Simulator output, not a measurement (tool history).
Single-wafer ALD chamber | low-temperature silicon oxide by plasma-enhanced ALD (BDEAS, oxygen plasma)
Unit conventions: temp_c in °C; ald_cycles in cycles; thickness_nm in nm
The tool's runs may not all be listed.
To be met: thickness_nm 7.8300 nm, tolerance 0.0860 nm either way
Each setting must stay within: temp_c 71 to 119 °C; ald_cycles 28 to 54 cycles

| run | hour | temp_c | ald_cycles | thickness_nm |
|---|---|---|---|---|
| 1 | 0.0 | 95 | 41 | 6.3494 |
| 2 | 6.3 | 93 | 42 | 6.5563 |
| 3 | 8.5 | 91 | 43 | 6.7526 |
| 4 | 15.1 | 89 | 43 | 6.7941 |
| 5 | 16.3 | 89 | 40 | 6.3411 |
|  | 17.2 | thermocouple changed; heater temperature recalibrated |
| 6 | 17.2 | 87 | 41 | 6.4348 |
| 7 | 24.8 | 76 | 47 | 7.6301 |
| 8 | 32.2 | 71 | 48 | 7.9515 |
| 9 | 35.5 | 71 | 48 | 7.9438 |

Which single option among these 5 for the next run brings every result within its allowed miss of target? Just one does.
| A | 38.8 | 74 | 49 | ? |
| B | 38.8 | 74 | 50 | ? |
| C | 38.8 | 82 | 51 | ? |
| D | 38.8 | 71 | 49 | ? |
| E | 38.8 | 81 | 49 | ? |

| move | thickness_nm |
|---|---|
| A | 8.0110 |
| B | 8.1745 |
| C | 8.1426 |
| D | 8.0814 |
| E | 7.8468 |
A: its largest miss is bigger than the last run's
B: its largest miss is bigger than the last run's
C: its largest miss is bigger than the last run's
D: its largest miss is bigger than the last run's
E: every result lands within tolerance
E meets every target.
